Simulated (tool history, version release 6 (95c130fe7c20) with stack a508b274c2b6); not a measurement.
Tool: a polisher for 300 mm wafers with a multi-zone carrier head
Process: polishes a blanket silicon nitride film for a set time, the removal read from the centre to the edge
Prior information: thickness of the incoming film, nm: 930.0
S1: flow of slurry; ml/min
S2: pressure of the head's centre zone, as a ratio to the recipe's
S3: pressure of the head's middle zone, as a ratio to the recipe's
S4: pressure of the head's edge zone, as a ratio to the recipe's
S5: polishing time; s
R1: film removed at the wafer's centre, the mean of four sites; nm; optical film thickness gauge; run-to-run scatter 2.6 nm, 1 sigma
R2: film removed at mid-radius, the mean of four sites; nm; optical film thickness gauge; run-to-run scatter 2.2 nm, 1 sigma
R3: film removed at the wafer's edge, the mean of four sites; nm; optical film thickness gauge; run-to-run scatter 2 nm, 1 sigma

{"run": 1, "hour": 0.0, "S1": 245, "S2": 1.0, "S3": 1.0, "S4": 1.0, "S5": 60, "R1": 99.898, "R2": 109.09, "R3": 111.14}
{"run": 2, "hour": 1.0, "S1": 245, "S2": 1.0, "S3": 1.08, "S4": 1.0, "S5": 60, "R1": 101.16, "R2": 118.87, "R3": 107.82}
{"run": 3, "hour": 4.8, "S1": 255, "S2": 1.02, "S3": 1.07, "S4": 0.98, "S5": 63, "R1": 108.35, "R2": 122.9, "R3": 114.92}
{"run": 4, "hour": 7.1, "S1": 260, "S2": 1.04, "S3": 1.07, "S4": 0.96, "S5": 65, "R1": 115.41, "R2": 128.45, "R3": 119.0}
{"run": 5, "hour": 10.9, "S1": 270, "S2": 1.06, "S3": 1.06, "S4": 0.94, "S5": 67, "R1": 119.6, "R2": 130.39, "R3": 119.89}
{"run": 6, "hour": 15.5, "S1": 280, "S2": 1.08, "S3": 1.05, "S4": 0.92, "S5": 69, "R1": 127.57, "R2": 133.29, "R3": 119.61}
{"run": 7, "hour": 16.2, "S1": 285, "S2": 1.09, "S3": 1.04, "S4": 0.92, "S5": 71, "R1": 131.13, "R2": 137.04, "R3": 125.8}

The next listed run, before its measurement:
{"run": 8, "hour": 18.0, "S1": 215, "S2": 1.19, "S3": 0.94, "S4": 0.82, "S5": 88, "R1": "?", "R2": "?", "R3": "?"}

R1: 176.780 nm
R2: 150.94 nm
R3: 143.90 nm
